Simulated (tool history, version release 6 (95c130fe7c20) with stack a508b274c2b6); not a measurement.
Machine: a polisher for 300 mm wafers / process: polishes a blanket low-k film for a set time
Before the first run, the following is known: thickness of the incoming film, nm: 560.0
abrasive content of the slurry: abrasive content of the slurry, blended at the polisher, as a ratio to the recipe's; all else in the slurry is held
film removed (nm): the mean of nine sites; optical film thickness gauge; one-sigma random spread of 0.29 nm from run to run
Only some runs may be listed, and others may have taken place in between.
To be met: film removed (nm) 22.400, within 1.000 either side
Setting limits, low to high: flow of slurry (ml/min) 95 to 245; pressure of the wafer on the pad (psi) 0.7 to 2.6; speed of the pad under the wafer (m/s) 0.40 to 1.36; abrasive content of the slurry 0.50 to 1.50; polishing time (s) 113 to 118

| run | day | flow of slurry (ml/min) | pressure of the wafer on the pad (psi) | speed of the pad under the wafer (m/s) | abrasive content of the slurry | polishing time (s) | film removed (nm) |
|---|---|---|---|---|---|---|---|
| 1 | 0.000 | 155 | 1.6 | 0.88 | 1.00 | 113 | 42.546 |
| 2 | 0.042 | 190 | 1.6 | 0.88 | 1.00 | 113 | 44.569 |
| 3 | 0.108 | 155 | 1.6 | 0.88 | 1.00 | 113 | 41.568 |
| 4 | 0.400 | 155 | 1.6 | 0.88 | 1.00 | 118 | 43.618 |
| 5 | 0.479 | 150 | 1.4 | 0.86 | 1.00 | 118 | 39.186 |
| 6 | 0.521 | 150 | 1.1 | 0.86 | 1.00 | 118 | 32.999 |
| 7 | 0.738 | 145 | 1.0 | 0.82 | 1.00 | 118 | 29.881 |
| 8 | 0.900 | 140 | 0.9 | 0.80 | 1.00 | 118 | 26.993 |
| 9 | 1.250 | 135 | 0.9 | 0.80 | 1.00 | 118 | 27.356 |
| 10 | 1.279 | 135 | 0.9 | 0.78 | 1.00 | 118 | 25.745 |
| 11 | 1.317 | 130 | 0.9 | 0.78 | 1.00 | 118 | 26.590 |
| 12 | 1.629 | 130 | 0.9 | 0.76 | 1.00 | 118 | 25.828 |
| 13 | 1.917 | 125 | 0.7 | 0.74 | 1.00 | 118 | 21.267 |

Next run, 5 choices. One meets every target within its allowed miss, the rest don't. Which?
| A | 2.204 | 145 | 0.7 | 0.72 | 0.85 | 117 | ? |
| B | 2.204 | 145 | 1.0 | 0.46 | 1.20 | 117 | ? |
| C | 2.204 | 110 | 0.8 | 0.74 | 1.05 | 116 | ? |
| D | 2.204 | 160 | 0.7 | 0.68 | 0.95 | 116 | ? |
| E | 2.204 | 120 | 0.8 | 0.68 | 0.90 | 117 | ? |

| move | film removed (nm) |
|---|---|
| A | 18.815 |
| B | 20.275 |
| C | 22.245 |
| D | 19.609 |
| E | 19.442 |
A: moves away from the targets compared with the last run
B: moves away from the targets compared with the last run
C: every result lands within tolerance
D: moves away from the targets compared with the last run
E: moves away from the targets compared with the last run
Answer: C

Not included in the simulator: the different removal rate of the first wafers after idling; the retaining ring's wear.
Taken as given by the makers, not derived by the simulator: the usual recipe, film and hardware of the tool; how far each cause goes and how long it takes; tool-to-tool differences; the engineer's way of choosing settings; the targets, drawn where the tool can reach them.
